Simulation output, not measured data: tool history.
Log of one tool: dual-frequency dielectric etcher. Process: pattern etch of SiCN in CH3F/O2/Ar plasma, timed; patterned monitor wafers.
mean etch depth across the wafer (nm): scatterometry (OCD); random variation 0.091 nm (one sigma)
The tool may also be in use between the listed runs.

run    day  source power (W)  bias power (W)  etch time (s)  mean etch depth across the wafer (nm)
  1  0.000               400              72           58.0                                 19.754
  2  0.196               400              72           53.5                                 18.158
  3  0.283               400              72           58.0                                 19.691
  4  0.338               400              81           58.0                                 20.351
  5  0.379               420              82           58.0                                 20.834
  6  0.600               420              82           53.5                                 19.217
  7  0.758               440              86           54.0                                 19.970
  8  0.792               460              89           54.5                                 20.555
  9  0.912               470              91           55.0                                 21.192
 10  1.242               480              92           55.0                                 21.325

Run 11 has not been measured yet. What should we expect?
 11  1.450               480              92           55.0                                      ?

{"run 11": {"mean etch depth across the wafer (nm)": 21.289}}
